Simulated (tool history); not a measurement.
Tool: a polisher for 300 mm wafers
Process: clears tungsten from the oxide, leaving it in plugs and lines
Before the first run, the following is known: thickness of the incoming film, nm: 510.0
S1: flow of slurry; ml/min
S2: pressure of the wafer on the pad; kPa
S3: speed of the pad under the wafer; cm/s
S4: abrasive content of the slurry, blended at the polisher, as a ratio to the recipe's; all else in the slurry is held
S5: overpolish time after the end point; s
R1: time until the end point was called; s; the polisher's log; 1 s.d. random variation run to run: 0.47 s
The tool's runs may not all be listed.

Run 1, hour 0: S1 140 ml/min, S2 31 kPa, S3 108 cm/s, S4 1, S5 22 s. Result: R1 87.918 s.
Run 2, hour 1.4: S1 145 ml/min, S2 33.1 kPa, S3 108 cm/s, S4 1, S5 22 s. Result: R1 80.931 s.
Run 3, hour 6.8: S1 150 ml/min, S2 34.5 kPa, S3 108 cm/s, S4 1, S5 22 s. Result: R1 77.241 s.
Run 4, hour 10.7: S1 175 ml/min, S2 34.5 kPa, S3 108 cm/s, S4 1, S5 22 s. Result: R1 75.721 s.
Run 5, hour 11.6: S1 190 ml/min, S2 34.5 kPa, S3 108 cm/s, S4 1, S5 22 s. Result: R1 75.118 s.
Run 6, hour 19.2: S1 165 ml/min, S2 34.5 kPa, S3 108 cm/s, S4 1, S5 22 s. Result: R1 76.689 s.
Run 7, hour 23.7: S1 165 ml/min, S2 35.9 kPa, S3 108 cm/s, S4 1, S5 22 s. Result: R1 72.993 s.

Forecast run 8:
Run 8, hour 25.5: S1 165 ml/min, S2 37.2 kPa, S3 108 cm/s, S4 1, S5 22 s. Result: R1 ?.

Logged for run 8: R1 72.161 s.
